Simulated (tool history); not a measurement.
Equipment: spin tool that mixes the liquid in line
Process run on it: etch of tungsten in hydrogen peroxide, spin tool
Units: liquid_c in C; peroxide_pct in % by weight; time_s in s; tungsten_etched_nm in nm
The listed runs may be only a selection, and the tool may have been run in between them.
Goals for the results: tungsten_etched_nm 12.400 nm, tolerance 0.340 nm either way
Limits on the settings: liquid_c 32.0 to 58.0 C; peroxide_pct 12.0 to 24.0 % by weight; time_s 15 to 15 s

run,hour,liquid_c,peroxide_pct,time_s,tungsten_etched_nm
1,0.0,42.0,16.0,15,14.097
2,6.4,41.5,16.0,15,14.101
3,14.8,41.0,16.0,15,13.396
4,20.0,40.5,16.0,15,12.819
5,25.0,43.0,16.0,15,15.099
6,29.1,42.5,16.0,15,14.895
7,30.2,42.0,16.0,15,14.348
8,32.0,41.5,16.0,15,13.621
9,39.6,40.5,16.0,15,12.836

Of the 4 settings listed for the next run, only one would bring every result within its allowed miss of target. Which one?
A,47.2,42.5,14.0,15,?
B,47.2,41.0,15.5,15,?
C,47.2,40.5,14.5,15,?
D,47.2,41.0,16.0,15,?

move,tungsten_etched_nm
A,13.938
B,13.316
C,12.469
D,13.529
A: misses by more than the last run did
B: misses by more than the last run did
C: every result lands within tolerance
D: misses by more than the last run did
The right move is C.
